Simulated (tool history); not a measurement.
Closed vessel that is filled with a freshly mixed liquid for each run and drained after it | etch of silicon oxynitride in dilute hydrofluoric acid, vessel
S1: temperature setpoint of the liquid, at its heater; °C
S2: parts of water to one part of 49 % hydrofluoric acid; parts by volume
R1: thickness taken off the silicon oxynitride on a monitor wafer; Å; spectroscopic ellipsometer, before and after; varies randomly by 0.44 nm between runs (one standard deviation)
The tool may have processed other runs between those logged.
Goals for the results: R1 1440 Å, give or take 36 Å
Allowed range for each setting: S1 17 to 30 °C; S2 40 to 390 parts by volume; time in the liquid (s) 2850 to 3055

run 1 hour=0 | S1=22 S2=215 time_in_the_liquid_(s)=2850 | R1=462.69
run 2 hour=5.6 | S1=22 S2=280 time_in_the_liquid_(s)=2850 | R1=336.7
run 3 hour=10.7 | S1=20.5 S2=280 time_in_the_liquid_(s)=2850 | R1=316.88
run 4 hour=12.6 | S1=20.5 S2=315 time_in_the_liquid_(s)=2850 | R1=273.74
run 5 hour=14.1 | S1=20.5 S2=315 time_in_the_liquid_(s)=3055 | R1=294.87
run 6 hour=15.7 | S1=19 S2=315 time_in_the_liquid_(s)=3055 | R1=276.03
run 7 hour=23.9 | S1=20.5 S2=280 time_in_the_liquid_(s)=3055 | R1=338.68
run 8 hour=28.6 | S1=22 S2=245 time_in_the_liquid_(s)=3055 | R1=421.22
-- hour=30.5 hydrofluoric acid flow meter replaced
run 9 hour=30.5 | S1=23 S2=215 time_in_the_liquid_(s)=3055 | R1=587.32
run 10 hour=35.8 | S1=24 S2=205 time_in_the_liquid_(s)=3055 | R1=648.13
run 11 hour=37.7 | S1=25 S2=195 time_in_the_liquid_(s)=3055 | R1=715.4
run 12 hour=40.9 | S1=25.5 S2=185 time_in_the_liquid_(s)=3055 | R1=776.96

5 next moves are on the table. One of them brings every result within its allowed miss. Which?
run A hour=44.1 | S1=26.5 S2=100 time_in_the_liquid_(s)=3055 | R1=?
run B hour=44.1 | S1=23 S2=110 time_in_the_liquid_(s)=2910 | R1=?
run C hour=44.1 | S1=26.5 S2=90 time_in_the_liquid_(s)=3055 | R1=?
run D hour=44.1 | S1=25.5 S2=125 time_in_the_liquid_(s)=3055 | R1=?
run E hour=44.1 | S1=28.5 S2=115 time_in_the_liquid_(s)=2920 | R1=?

move=A R1=1617.8
move=B R1=1179.2
move=C R1=1814.1
move=D R1=1209.1
move=E R1=1452.6
A: the result that was furthest off in the last run now lies on the other side of its target
B: gains on the last run, yet a result remains outside its allowed miss
C: the result that was furthest off in the last run now lies on the other side of its target
D: gains on the last run, yet a result remains outside its allowed miss
E: in spec on every target
Go with E: it meets all targets.
